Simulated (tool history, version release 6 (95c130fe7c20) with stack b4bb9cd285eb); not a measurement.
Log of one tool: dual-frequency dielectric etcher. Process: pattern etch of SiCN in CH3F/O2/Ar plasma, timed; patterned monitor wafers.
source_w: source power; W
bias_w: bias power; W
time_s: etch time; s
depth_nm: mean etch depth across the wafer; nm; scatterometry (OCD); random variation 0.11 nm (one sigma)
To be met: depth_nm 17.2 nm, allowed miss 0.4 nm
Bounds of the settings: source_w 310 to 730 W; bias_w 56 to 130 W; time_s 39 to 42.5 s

run 1 hour=0 | source_w=520 bias_w=93 time_s=42.5 | depth_nm=19.269
run 2 hour=3.8 | source_w=500 bias_w=92 time_s=42.5 | depth_nm=18.974
run 3 hour=5.2 | source_w=490 bias_w=91 time_s=42.5 | depth_nm=18.569
run 4 hour=13.3 | source_w=480 bias_w=91 time_s=42.5 | depth_nm=18.551
run 5 hour=14.1 | source_w=470 bias_w=90 time_s=42.5 | depth_nm=18.292
run 6 hour=21.1 | source_w=470 bias_w=90 time_s=42.5 | depth_nm=18.436
run 7 hour=25.4 | source_w=460 bias_w=89 time_s=42.5 | depth_nm=18.192
run 8 hour=26.9 | source_w=450 bias_w=89 time_s=42.5 | depth_nm=18.36

Which of these 5 next moves meets every target?
run A hour=28.4 | source_w=460 bias_w=81 time_s=41.5 | depth_nm=?
run B hour=28.4 | source_w=460 bias_w=87 time_s=42.5 | depth_nm=?
run C hour=28.4 | source_w=500 bias_w=87 time_s=41.5 | depth_nm=?
run D hour=28.4 | source_w=320 bias_w=93 time_s=42.5 | depth_nm=?
run E hour=28.4 | source_w=500 bias_w=110 time_s=42.5 | depth_nm=?

move=A depth_nm=17.234
move=B depth_nm=18.082
move=C depth_nm=18.142
move=D depth_nm=16.518
move=E depth_nm=20.165
A: meets every target
B: nearer than the last run, and not there yet
C: nearer than the last run, and not there yet
D: takes the result that was furthest off past its target
E: further off than the last run
Answer: A
